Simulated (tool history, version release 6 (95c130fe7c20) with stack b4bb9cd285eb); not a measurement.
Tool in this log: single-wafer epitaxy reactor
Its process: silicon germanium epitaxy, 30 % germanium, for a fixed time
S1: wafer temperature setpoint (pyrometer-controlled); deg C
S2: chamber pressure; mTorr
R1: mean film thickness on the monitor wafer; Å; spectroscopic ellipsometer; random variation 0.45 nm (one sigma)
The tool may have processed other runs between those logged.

run  hour   S1     S2      R1
  1   0.0  595  23000  555.92
  2   2.9  600  23100  598.75
  3   5.3  600  24600  614.72
  4   9.7  604  24700  663.15
  5  14.4  604  23200  642.30
  6  16.3  604  25700  671.50
  7  18.1  606  25800  692.72

Run 8, settings as shown, results not yet in. Your forecast:
  8  27.1  608  25900   ?

{"run 8": {"R1": 726.08}}
